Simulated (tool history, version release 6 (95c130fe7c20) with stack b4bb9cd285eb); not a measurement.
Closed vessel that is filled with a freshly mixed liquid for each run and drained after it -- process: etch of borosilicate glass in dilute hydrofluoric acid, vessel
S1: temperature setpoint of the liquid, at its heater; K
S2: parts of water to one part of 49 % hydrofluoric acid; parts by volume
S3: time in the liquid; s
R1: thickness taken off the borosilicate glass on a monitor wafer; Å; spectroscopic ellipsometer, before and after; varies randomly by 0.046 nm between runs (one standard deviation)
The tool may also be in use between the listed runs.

| run | day | S1 | S2 | S3 | R1 |
|---|---|---|---|---|---|
| 1 | 0.000 | 298.15 | 210 | 50 | 58.865 |
| 2 | 0.358 | 298.15 | 210 | 50 | 58.996 |
| 3 | 0.604 | 300.15 | 200 | 50 | 67.497 |
| 4 | 0.729 | 301.65 | 195 | 50 | 72.681 |
| 5 | 1.017 | 301.65 | 195 | 50 | 72.810 |
| 6 | 1.138 | 302.65 | 190 | 50 | 78.478 |
| 7 | 1.192 | 303.65 | 190 | 50 | 80.989 |

Run 8 is up next; what results do you expect?
| 8 | 1.538 | 306.15 | 175 | 50 | ? |

Run 8 gave R1 97.893 Å.

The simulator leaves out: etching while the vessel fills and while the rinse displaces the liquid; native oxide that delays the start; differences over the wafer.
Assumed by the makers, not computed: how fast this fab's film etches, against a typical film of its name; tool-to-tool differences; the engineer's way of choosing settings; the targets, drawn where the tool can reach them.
